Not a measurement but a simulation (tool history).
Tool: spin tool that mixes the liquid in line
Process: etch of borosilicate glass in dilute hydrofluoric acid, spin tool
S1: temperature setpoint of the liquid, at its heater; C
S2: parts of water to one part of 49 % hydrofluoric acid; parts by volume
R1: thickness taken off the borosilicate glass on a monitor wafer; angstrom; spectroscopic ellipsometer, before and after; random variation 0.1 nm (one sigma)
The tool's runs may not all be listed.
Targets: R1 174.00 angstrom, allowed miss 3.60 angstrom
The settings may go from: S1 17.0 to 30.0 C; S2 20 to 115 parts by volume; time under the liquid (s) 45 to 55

Run 1, hour 0.0: S1 22.0 C, S2 65 parts by volume, time under the liquid (s) 55. Result: R1 276.11 angstrom.
Run 2, hour 3.7: S1 21.0 C, S2 70 parts by volume, time under the liquid (s) 55. Result: R1 245.64 angstrom.
Run 3, hour 4.7: S1 21.0 C, S2 90 parts by volume, time under the liquid (s) 55. Result: R1 187.19 angstrom.
Run 4, hour 8.5: S1 20.5 C, S2 90 parts by volume, time under the liquid (s) 55. Result: R1 183.35 angstrom.
Run 5, hour 15.1: S1 18.0 C, S2 90 parts by volume, time under the liquid (s) 55. Result: R1 167.19 angstrom.
Run 6, hour 17.8: S1 18.5 C, S2 90 parts by volume, time under the liquid (s) 55. Result: R1 166.15 angstrom.
Run 7, hour 25.8: S1 18.5 C, S2 90 parts by volume, time under the liquid (s) 55. Result: R1 169.95 angstrom.
Run 8, hour 31.8: S1 18.5 C, S2 90 parts by volume, time under the liquid (s) 55. Result: R1 166.52 angstrom.

4 next moves are on the table. One of them brings every result within its allowed miss. Which?
Run A, hour 37.8: S1 17.5 C, S2 75 parts by volume, time under the liquid (s) 45. Result: R1 ?.
Run B, hour 37.8: S1 18.5 C, S2 90 parts by volume, time under the liquid (s) 50. Result: R1 ?.
Run C, hour 37.8: S1 18.0 C, S2 85 parts by volume, time under the liquid (s) 55. Result: R1 ?.
Run D, hour 37.8: S1 17.0 C, S2 80 parts by volume, time under the liquid (s) 50. Result: R1 ?.

move      R1
   A  161.36
   B  153.33
   C  175.82
   D  163.65
A: further off than the last run
B: further off than the last run
C: meets every target
D: further off than the last run
The right move is C.

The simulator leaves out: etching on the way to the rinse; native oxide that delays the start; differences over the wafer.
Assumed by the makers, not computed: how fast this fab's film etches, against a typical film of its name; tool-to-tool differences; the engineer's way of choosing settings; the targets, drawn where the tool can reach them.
